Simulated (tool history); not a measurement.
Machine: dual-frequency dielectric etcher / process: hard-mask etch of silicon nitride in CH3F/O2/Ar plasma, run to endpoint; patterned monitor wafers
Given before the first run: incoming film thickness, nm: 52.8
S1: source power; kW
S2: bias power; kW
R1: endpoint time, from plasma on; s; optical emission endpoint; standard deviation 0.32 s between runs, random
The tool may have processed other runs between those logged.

run 1 day=0.000 | S1=0.310 S2=0.081 | R1=82.861
run 2 day=0.333 | S1=0.300 S2=0.080 | R1=83.777
run 3 day=0.629 | S1=0.300 S2=0.091 | R1=79.410
run 4 day=0.712 | S1=0.290 S2=0.089 | R1=81.450
run 5 day=0.921 | S1=0.280 S2=0.087 | R1=83.369
run 6 day=1.212 | S1=0.270 S2=0.086 | R1=85.864
run 7 day=1.338 | S1=0.260 S2=0.086 | R1=86.522

What will run 8 give?
run 8 day=1.658 | S1=0.250 S2=0.085 | R1=?

R1: 88.935 s

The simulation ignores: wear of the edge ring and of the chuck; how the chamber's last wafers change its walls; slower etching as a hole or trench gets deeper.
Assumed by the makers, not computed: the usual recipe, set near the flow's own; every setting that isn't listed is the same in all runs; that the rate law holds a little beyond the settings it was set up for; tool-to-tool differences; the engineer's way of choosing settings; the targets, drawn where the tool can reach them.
